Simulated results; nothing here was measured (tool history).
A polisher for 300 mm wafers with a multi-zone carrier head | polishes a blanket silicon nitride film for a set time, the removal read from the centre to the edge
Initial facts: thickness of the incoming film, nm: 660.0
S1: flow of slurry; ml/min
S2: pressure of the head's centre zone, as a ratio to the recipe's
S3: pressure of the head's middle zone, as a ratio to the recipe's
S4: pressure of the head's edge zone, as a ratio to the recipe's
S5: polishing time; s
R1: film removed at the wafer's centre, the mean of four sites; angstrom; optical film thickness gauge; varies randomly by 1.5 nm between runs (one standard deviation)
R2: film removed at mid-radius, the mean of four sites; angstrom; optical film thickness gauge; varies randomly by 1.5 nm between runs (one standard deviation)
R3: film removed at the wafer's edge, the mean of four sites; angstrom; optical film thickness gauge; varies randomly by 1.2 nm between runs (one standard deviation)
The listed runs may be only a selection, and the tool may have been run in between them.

run	hour	S1	S2	S3	S4	S5	R1	R2	R3
1	0	165	1	1	1	46	902.95	896.91	881.89
2	7.3	170	0.98	1	1.04	48	912.16	942.63	964.3
3	15.7	200	0.98	1	1.04	48	967.49	965.8	973.19
4	18.5	200	0.98	1	1.11	48	975.66	953.94	1014.6
5	26.1	200	0.98	1	1.11	39	793.06	776.7	816.55
6	30.4	200	0.97	1.01	1.12	42	835.56	867.75	890.21
7	36.3	200	0.96	1.01	1.13	44	884.63	902.54	926.51
8	45	195	0.94	1	1.14	46	895.28	925.3	972.47

What does the tool deliver on the next run?
9	49.8	195	0.94	1	1.14	46	?	?	?

{"run 9": {"R1": 860.75, "R2": 923.15, "R3": 967.77}}
